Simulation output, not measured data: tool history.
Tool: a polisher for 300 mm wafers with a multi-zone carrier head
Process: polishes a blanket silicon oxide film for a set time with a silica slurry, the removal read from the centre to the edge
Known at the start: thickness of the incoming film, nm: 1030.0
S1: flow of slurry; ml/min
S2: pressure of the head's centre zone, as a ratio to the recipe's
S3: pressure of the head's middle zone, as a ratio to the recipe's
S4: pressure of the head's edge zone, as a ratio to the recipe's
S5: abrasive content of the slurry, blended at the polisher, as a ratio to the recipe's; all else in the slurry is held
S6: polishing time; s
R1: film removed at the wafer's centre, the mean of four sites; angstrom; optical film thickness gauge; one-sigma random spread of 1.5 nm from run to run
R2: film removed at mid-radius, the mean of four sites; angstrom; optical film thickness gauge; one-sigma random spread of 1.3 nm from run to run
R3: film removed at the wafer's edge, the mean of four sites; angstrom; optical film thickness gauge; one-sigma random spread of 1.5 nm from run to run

{"run": 1, "day": 0.0, "S1": 175, "S2": 1, "S3": 1, "S4": 1, "S5": 1, "S6": 50, "R1": 1598, "R2": 1587.7, "R3": 1620.3}
{"run": 2, "day": 0.317, "S1": 175, "S2": 1, "S3": 1, "S4": 0.96, "S5": 1, "S6": 50, "R1": 1614, "R2": 1609.6, "R3": 1620.9}
{"run": 3, "day": 0.342, "S1": 165, "S2": 0.96, "S3": 1.01, "S4": 0.95, "S5": 0.95, "S6": 50, "R1": 1471.3, "R2": 1546.3, "R3": 1555.2}
{"run": 4, "day": 0.712, "S1": 165, "S2": 0.96, "S3": 1.01, "S4": 0.95, "S5": 0.95, "S6": 62, "R1": 1836.3, "R2": 1915.8, "R3": 1933.1}
{"run": 5, "day": 0.796, "S1": 165, "S2": 0.93, "S3": 1.02, "S4": 0.93, "S5": 0.8, "S6": 61, "R1": 1605, "R2": 1727.6, "R3": 1638.8}
{"run": 6, "day": 0.929, "S1": 155, "S2": 0.89, "S3": 1, "S4": 0.92, "S5": 0.75, "S6": 61, "R1": 1442, "R2": 1595.1, "R3": 1593}

What does the tool deliver on the next run?
{"run": 7, "day": 1.008, "S1": 150, "S2": 0.87, "S3": 1, "S4": 0.89, "S5": 0.7, "S6": 61, "R1": "?", "R2": "?", "R3": "?"}

{"run 7": {"R1": 1273, "R2": 1525.1, "R3": 1467.2}}
